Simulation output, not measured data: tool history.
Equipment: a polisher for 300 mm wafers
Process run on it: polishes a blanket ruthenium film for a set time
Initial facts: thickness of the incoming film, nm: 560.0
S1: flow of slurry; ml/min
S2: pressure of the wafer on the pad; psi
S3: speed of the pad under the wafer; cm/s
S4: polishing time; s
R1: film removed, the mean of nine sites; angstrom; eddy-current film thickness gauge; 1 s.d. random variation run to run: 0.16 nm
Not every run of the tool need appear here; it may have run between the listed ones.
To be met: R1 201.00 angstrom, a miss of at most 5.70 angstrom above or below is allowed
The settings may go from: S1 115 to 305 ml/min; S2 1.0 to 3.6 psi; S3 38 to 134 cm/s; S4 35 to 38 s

{"run": 1, "day": 0.0, "S1": 195, "S2": 2.3, "S3": 86, "S4": 38, "R1": 455.51}
{"run": 2, "day": 0.183, "S1": 195, "S2": 2.6, "S3": 86, "S4": 38, "R1": 506.82}
{"run": 3, "day": 0.529, "S1": 160, "S2": 2.6, "S3": 86, "S4": 38, "R1": 511.14}
{"run": 4, "day": 0.571, "S1": 160, "S2": 2.4, "S3": 82, "S4": 38, "R1": 443.52}
{"run": 5, "day": 0.683, "S1": 160, "S2": 2.4, "S3": 82, "S4": 35, "R1": 411.08}
{"run": 6, "day": 1.054, "S1": 160, "S2": 2.2, "S3": 80, "S4": 35, "R1": 368.1}
{"run": 7, "day": 1.379, "S1": 160, "S2": 2.1, "S3": 80, "S4": 35, "R1": 351.35}
{"run": 8, "day": 1.542, "S1": 145, "S2": 1.5, "S3": 74, "S4": 35, "R1": 234.17}

Which of these 5 next moves meets every target?
{"run": "A", "day": 1.704, "S1": 185, "S2": 1.6, "S3": 80, "S4": 36, "R1": "?"}
{"run": "B", "day": 1.704, "S1": 160, "S2": 1.5, "S3": 76, "S4": 38, "R1": "?"}
{"run": "C", "day": 1.704, "S1": 160, "S2": 1.7, "S3": 52, "S4": 35, "R1": "?"}
{"run": "D", "day": 1.704, "S1": 145, "S2": 1.4, "S3": 72, "S4": 35, "R1": "?"}
{"run": "E", "day": 1.704, "S1": 175, "S2": 1.2, "S3": 78, "S4": 35, "R1": "?"}

move=A R1=284.17
move=B R1=263.99
move=C R1=190.47
move=D R1=213.57
move=E R1=203.81
A: further off than the last run
B: further off than the last run
C: takes the result that was furthest off past its target
D: nearer than the last run, and not there yet
E: each result inside its tolerance
Correct choice: E, which meets every target

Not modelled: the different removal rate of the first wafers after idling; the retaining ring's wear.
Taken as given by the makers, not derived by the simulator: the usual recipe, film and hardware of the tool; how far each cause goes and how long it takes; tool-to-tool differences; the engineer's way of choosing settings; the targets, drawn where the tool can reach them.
